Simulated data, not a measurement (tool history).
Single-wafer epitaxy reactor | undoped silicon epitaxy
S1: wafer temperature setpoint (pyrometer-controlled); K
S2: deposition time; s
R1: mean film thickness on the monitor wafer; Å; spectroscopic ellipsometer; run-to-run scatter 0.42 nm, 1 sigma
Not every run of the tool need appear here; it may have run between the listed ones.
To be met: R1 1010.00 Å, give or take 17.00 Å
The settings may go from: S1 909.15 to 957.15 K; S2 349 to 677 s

run,day,S1,S2,R1
1,0.000,933.15,513,1205.20
2,0.288,933.15,463,1089.80
3,0.571,933.15,402,948.54
4,0.596,933.15,365,857.60
5,0.812,933.15,413,967.43
6,1.150,926.15,413,846.63
7,1.412,929.15,413,897.08
8,1.646,931.15,413,929.45
9,1.921,936.15,414,1034.40

5 candidate next runs follow, results not yet known. Just one meets every target within its allowed miss. Identify it.
A,2.196,937.15,432,?
B,2.196,940.15,406,?
C,2.196,936.15,409,?
D,2.196,934.15,447,?
E,2.196,937.15,414,?

move,R1
A,1087.40
B,1082.10
C,1010.00
D,1062.30
E,1042.10
A: the biggest miss grows against the last run
B: the biggest miss grows against the last run
C: hits every target within its allowed miss
D: the biggest miss grows against the last run
E: the biggest miss grows against the last run
The move that meets every target is C.
